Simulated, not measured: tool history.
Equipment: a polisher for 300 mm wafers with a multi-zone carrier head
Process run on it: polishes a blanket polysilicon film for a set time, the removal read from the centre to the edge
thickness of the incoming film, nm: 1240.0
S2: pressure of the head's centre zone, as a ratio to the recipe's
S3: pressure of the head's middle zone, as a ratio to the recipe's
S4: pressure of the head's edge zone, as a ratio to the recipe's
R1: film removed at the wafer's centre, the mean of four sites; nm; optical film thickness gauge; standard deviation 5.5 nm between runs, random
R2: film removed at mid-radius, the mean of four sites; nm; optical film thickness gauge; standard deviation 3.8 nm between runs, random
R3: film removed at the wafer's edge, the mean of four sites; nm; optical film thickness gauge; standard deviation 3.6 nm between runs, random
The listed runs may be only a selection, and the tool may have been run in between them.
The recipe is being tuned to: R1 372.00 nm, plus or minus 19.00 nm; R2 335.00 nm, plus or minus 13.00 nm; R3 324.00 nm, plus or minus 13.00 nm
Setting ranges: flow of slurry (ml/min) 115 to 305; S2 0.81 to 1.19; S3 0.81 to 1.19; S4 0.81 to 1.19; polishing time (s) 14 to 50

{"run": 1, "day": 0.0, "flow of slurry (ml/min)": 195, "S2": 1.0, "S3": 1.0, "S4": 1.0, "polishing time (s)": 32, "R1": 274.11, "R2": 267.04, "R3": 261.69}
{"run": 2, "day": 0.354, "flow of slurry (ml/min)": 195, "S2": 1.0, "S3": 1.0, "S4": 1.0, "polishing time (s)": 27, "R1": 224.07, "R2": 224.19, "R3": 224.77}
{"run": 3, "day": 0.558, "flow of slurry (ml/min)": 195, "S2": 1.0, "S3": 1.06, "S4": 1.0, "polishing time (s)": 27, "R1": 227.43, "R2": 236.75, "R3": 221.2}
{"run": 4, "day": 0.929, "flow of slurry (ml/min)": 195, "S2": 1.0, "S3": 1.14, "S4": 1.0, "polishing time (s)": 27, "R1": 228.66, "R2": 246.16, "R3": 221.7}
{"run": 5, "day": 1.183, "flow of slurry (ml/min)": 195, "S2": 1.03, "S3": 1.14, "S4": 1.0, "polishing time (s)": 27, "R1": 234.9, "R2": 254.48, "R3": 223.89}
{"run": 6, "day": 1.308, "flow of slurry (ml/min)": 195, "S2": 1.03, "S3": 1.14, "S4": 1.07, "polishing time (s)": 27, "R1": 232.32, "R2": 256.04, "R3": 230.28}
{"run": 7, "day": 1.646, "flow of slurry (ml/min)": 205, "S2": 1.07, "S3": 1.1, "S4": 1.09, "polishing time (s)": 29, "R1": 264.56, "R2": 263.87, "R3": 252.08}
{"run": 8, "day": 1.779, "flow of slurry (ml/min)": 215, "S2": 1.1, "S3": 1.11, "S4": 1.11, "polishing time (s)": 31, "R1": 291.0, "R2": 284.1, "R3": 270.01}
{"run": 9, "day": 2.129, "flow of slurry (ml/min)": 220, "S2": 1.12, "S3": 1.11, "S4": 1.13, "polishing time (s)": 32, "R1": 303.45, "R2": 297.15, "R3": 281.85}
{"run": 10, "day": 2.346, "flow of slurry (ml/min)": 225, "S2": 1.14, "S3": 1.1, "S4": 1.14, "polishing time (s)": 33, "R1": 328.18, "R2": 299.64, "R3": 294.57}

Of the 4 settings listed for the next run, only one would bring every result within its allowed miss of target. Which one?
{"run": "A", "day": 2.562, "flow of slurry (ml/min)": 200, "S2": 1.12, "S3": 1.08, "S4": 1.08, "polishing time (s)": 34, "R1": "?", "R2": "?", "R3": "?"}
{"run": "B", "day": 2.562, "flow of slurry (ml/min)": 260, "S2": 1.02, "S3": 0.99, "S4": 1.19, "polishing time (s)": 39, "R1": "?", "R2": "?", "R3": "?"}
{"run": "C", "day": 2.562, "flow of slurry (ml/min)": 210, "S2": 1.1, "S3": 1.02, "S4": 1.17, "polishing time (s)": 36, "R1": "?", "R2": "?", "R3": "?"}
{"run": "D", "day": 2.562, "flow of slurry (ml/min)": 300, "S2": 1.15, "S3": 1.05, "S4": 1.07, "polishing time (s)": 37, "R1": "?", "R2": "?", "R3": "?"}

move=A R1=329.39 R2=304.80 R3=294.09
move=B R1=361.24 R2=335.49 R3=363.65
move=C R1=345.77 R2=309.43 R3=326.24
move=D R1=386.23 R2=339.34 R3=330.09
A: closer than the last run, but not yet in spec
B: puts the biggest miss on target and leaves a different result outside tolerance
C: closer than the last run, but not yet in spec
D: in spec on every target
Correct choice: D, which meets every target
